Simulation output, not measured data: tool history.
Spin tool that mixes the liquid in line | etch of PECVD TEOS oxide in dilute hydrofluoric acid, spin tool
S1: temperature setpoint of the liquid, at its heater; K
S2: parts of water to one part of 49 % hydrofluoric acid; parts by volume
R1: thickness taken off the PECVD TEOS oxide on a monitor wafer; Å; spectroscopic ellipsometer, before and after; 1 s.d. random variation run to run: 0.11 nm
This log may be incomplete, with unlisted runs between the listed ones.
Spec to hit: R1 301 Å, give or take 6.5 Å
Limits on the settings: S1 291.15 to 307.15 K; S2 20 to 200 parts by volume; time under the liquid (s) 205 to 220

run 1 hour=0 | S1=299.15 S2=110 time_under_the_liquid_(s)=205 | R1=241.48
run 2 hour=4.8 | S1=299.15 S2=110 time_under_the_liquid_(s)=205 | R1=241.88
run 3 hour=13.2 | S1=299.15 S2=130 time_under_the_liquid_(s)=205 | R1=199.16
run 4 hour=17.9 | S1=299.15 S2=130 time_under_the_liquid_(s)=220 | R1=212.88
run 5 hour=21.8 | S1=299.15 S2=130 time_under_the_liquid_(s)=220 | R1=212.19
run 6 hour=24.2 | S1=299.15 S2=130 time_under_the_liquid_(s)=220 | R1=213.18
run 7 hour=24.8 | S1=303.15 S2=125 time_under_the_liquid_(s)=220 | R1=259.31
run 8 hour=29.2 | S1=304.15 S2=125 time_under_the_liquid_(s)=220 | R1=268.33

Which one of the following 5 next-run settings gets every result inside its allowed miss? There is exactly one.
run A hour=33.6 | S1=303.65 S2=135 time_under_the_liquid_(s)=210 | R1=?
run B hour=33.6 | S1=301.15 S2=95 time_under_the_liquid_(s)=220 | R1=?
run C hour=33.6 | S1=301.65 S2=120 time_under_the_liquid_(s)=215 | R1=?
run D hour=33.6 | S1=304.65 S2=115 time_under_the_liquid_(s)=205 | R1=?
run E hour=33.6 | S1=306.65 S2=115 time_under_the_liquid_(s)=205 | R1=?

move=A R1=229.84
move=B R1=329.1
move=C R1=250.93
move=D R1=280.83
move=E R1=301.88
A: misses by more than the last run did
B: takes the biggest miss from the last run beyond its target
C: misses by more than the last run did
D: nearer the targets than the last run, but a result is still out of spec
E: each result inside its tolerance
The right move is E.

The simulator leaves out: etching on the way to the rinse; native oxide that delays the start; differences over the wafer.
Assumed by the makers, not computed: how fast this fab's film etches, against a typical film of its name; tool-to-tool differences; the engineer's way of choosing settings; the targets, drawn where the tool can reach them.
